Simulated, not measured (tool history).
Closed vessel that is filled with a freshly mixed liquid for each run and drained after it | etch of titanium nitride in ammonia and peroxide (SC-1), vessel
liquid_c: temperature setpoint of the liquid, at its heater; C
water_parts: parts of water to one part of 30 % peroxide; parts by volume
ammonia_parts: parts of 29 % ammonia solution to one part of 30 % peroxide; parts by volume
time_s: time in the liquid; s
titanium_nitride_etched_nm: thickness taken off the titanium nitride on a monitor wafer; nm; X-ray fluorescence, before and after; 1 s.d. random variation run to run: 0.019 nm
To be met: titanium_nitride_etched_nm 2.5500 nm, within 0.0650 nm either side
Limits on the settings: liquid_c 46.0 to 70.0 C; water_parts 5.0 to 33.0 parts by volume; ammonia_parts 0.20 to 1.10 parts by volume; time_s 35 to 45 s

{"run": 1, "day": 0.0, "liquid_c": 62.0, "water_parts": 18.5, "ammonia_parts": 0.6, "time_s": 45, "titanium_nitride_etched_nm": 4.8771}
{"run": 2, "day": 0.375, "liquid_c": 62.0, "water_parts": 18.5, "ammonia_parts": 0.6, "time_s": 35, "titanium_nitride_etched_nm": 3.7414}
{"run": 3, "day": 0.525, "liquid_c": 60.5, "water_parts": 18.5, "ammonia_parts": 0.6, "time_s": 35, "titanium_nitride_etched_nm": 3.4393}
{"run": 4, "day": 0.792, "liquid_c": 59.5, "water_parts": 18.5, "ammonia_parts": 0.6, "time_s": 35, "titanium_nitride_etched_nm": 3.2356}
{"run": 5, "day": 1.15, "liquid_c": 59.5, "water_parts": 18.5, "ammonia_parts": 0.4, "time_s": 35, "titanium_nitride_etched_nm": 2.9726}
{"run": 6, "day": 1.479, "liquid_c": 59.5, "water_parts": 18.5, "ammonia_parts": 0.4, "time_s": 35, "titanium_nitride_etched_nm": 2.9747}
{"run": 7, "day": 1.533, "liquid_c": 59.0, "water_parts": 18.5, "ammonia_parts": 0.4, "time_s": 35, "titanium_nitride_etched_nm": 2.894}
{"run": 8, "day": 1.692, "liquid_c": 58.5, "water_parts": 18.5, "ammonia_parts": 0.4, "time_s": 35, "titanium_nitride_etched_nm": 2.8182}
{"run": 9, "day": 1.992, "liquid_c": 58.0, "water_parts": 18.5, "ammonia_parts": 0.4, "time_s": 35, "titanium_nitride_etched_nm": 2.6826}

Which one of the following 5 next-run settings gets every result inside its allowed miss? There is exactly one.
{"run": "A", "day": 2.292, "liquid_c": 57.0, "water_parts": 20.0, "ammonia_parts": 0.4, "time_s": 35, "titanium_nitride_etched_nm": "?"}
{"run": "B", "day": 2.292, "liquid_c": 52.0, "water_parts": 11.5, "ammonia_parts": 0.65, "time_s": 35, "titanium_nitride_etched_nm": "?"}
{"run": "C", "day": 2.292, "liquid_c": 53.5, "water_parts": 24.0, "ammonia_parts": 0.6, "time_s": 45, "titanium_nitride_etched_nm": "?"}
{"run": "D", "day": 2.292, "liquid_c": 55.0, "water_parts": 18.0, "ammonia_parts": 0.55, "time_s": 35, "titanium_nitride_etched_nm": "?"}
{"run": "E", "day": 2.292, "liquid_c": 57.5, "water_parts": 20.0, "ammonia_parts": 0.35, "time_s": 35, "titanium_nitride_etched_nm": "?"}

move=A titanium_nitride_etched_nm=2.4282
move=B titanium_nitride_etched_nm=2.5537
move=C titanium_nitride_etched_nm=2.4010
move=D titanium_nitride_etched_nm=2.3887
move=E titanium_nitride_etched_nm=2.4477
A: takes the result that was furthest off past its target
B: all results in spec
C: takes the result that was furthest off past its target
D: takes the result that was furthest off past its target
E: takes the result that was furthest off past its target
Answer: B
